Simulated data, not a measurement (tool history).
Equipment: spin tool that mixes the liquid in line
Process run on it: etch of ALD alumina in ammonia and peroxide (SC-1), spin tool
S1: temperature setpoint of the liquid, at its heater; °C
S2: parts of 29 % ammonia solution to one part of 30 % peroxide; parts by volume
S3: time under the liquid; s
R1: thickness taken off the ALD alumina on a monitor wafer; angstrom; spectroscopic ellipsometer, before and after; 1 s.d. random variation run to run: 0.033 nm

Run 1, day 0: S1 62 °C, S2 0.75 parts by volume, S3 75 s. Result: R1 98.192 angstrom.
Run 2, day 0.025: S1 56.5 °C, S2 0.75 parts by volume, S3 75 s. Result: R1 73.93 angstrom.
Run 3, day 0.283: S1 61.5 °C, S2 0.75 parts by volume, S3 75 s. Result: R1 95.514 angstrom.
Run 4, day 0.396: S1 59.5 °C, S2 0.75 parts by volume, S3 75 s. Result: R1 86.84 angstrom.
At day 0.604: thermometer replaced.
Run 5, day 0.604: S1 57.5 °C, S2 0.75 parts by volume, S3 75 s. Result: R1 73.428 angstrom.
Run 6, day 0.825: S1 56.5 °C, S2 0.75 parts by volume, S3 75 s. Result: R1 70.061 angstrom.
Run 7, day 1.058: S1 52.5 °C, S2 0.75 parts by volume, S3 75 s. Result: R1 56.327 angstrom.

Run 8 is up next; what results do you expect?
Run 8, day 1.246: S1 53 °C, S2 0.75 parts by volume, S3 75 s. Result: R1 ?.

Run 8 came out at R1 58.172 angstrom.
